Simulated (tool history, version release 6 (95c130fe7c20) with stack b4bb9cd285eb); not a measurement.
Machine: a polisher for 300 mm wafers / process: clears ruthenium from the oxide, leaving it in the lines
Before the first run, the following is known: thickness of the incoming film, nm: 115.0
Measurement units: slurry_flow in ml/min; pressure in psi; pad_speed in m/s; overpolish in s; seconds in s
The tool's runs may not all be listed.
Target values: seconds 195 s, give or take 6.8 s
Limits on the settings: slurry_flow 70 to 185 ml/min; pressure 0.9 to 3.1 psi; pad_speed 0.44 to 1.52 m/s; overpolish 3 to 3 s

| run | hour | slurry_flow | pressure | pad_speed | overpolish | seconds |
|---|---|---|---|---|---|---|
| 1 | 0 | 120 | 2 | 0.98 | 3 | 138.54 |
| 2 | 3.9 | 105 | 2 | 0.98 | 3 | 142.79 |
| 3 | 5.4 | 105 | 1.8 | 0.98 | 3 | 157.63 |
| 4 | 11.5 | 95 | 1.8 | 0.98 | 3 | 161.3 |
|  | 18 | worn pad replaced by a new one |
| 5 | 18 | 95 | 1.8 | 0.82 | 3 | 174.7 |
| 6 | 25.7 | 95 | 1.8 | 0.94 | 3 | 152 |
| 7 | 27.7 | 100 | 1.7 | 0.94 | 3 | 159.26 |
| 8 | 30.6 | 100 | 1.6 | 0.94 | 3 | 162.36 |
| 9 | 31.9 | 95 | 1.5 | 0.94 | 3 | 176.44 |
| 10 | 35.9 | 90 | 1.4 | 0.94 | 3 | 185.69 |
| 11 | 41.6 | 90 | 1.4 | 0.94 | 3 | 186.21 |

Consider the 5 candidate settings below. Which is the only one whose results all fall within their allowed miss of target?
| A | 47.3 | 125 | 1.7 | 0.7 | 3 | ? |
| B | 47.3 | 95 | 1.3 | 1.06 | 3 | ? |
| C | 47.3 | 100 | 1.1 | 0.94 | 3 | ? |
| D | 47.3 | 80 | 1.4 | 0.86 | 3 | ? |
| E | 47.3 | 130 | 1.5 | 0.72 | 3 | ? |

| move | seconds |
|---|---|
| A | 195 |
| B | 173.13 |
| C | 216.99 |
| D | 212.15 |
| E | 207.87 |
A: meets every target
B: the biggest miss grows against the last run
C: moves the result that the last run missed by most past its target, out the other side
D: moves the result that the last run missed by most past its target, out the other side
E: moves the result that the last run missed by most past its target, out the other side
A is the move that brings every result within its allowed miss.
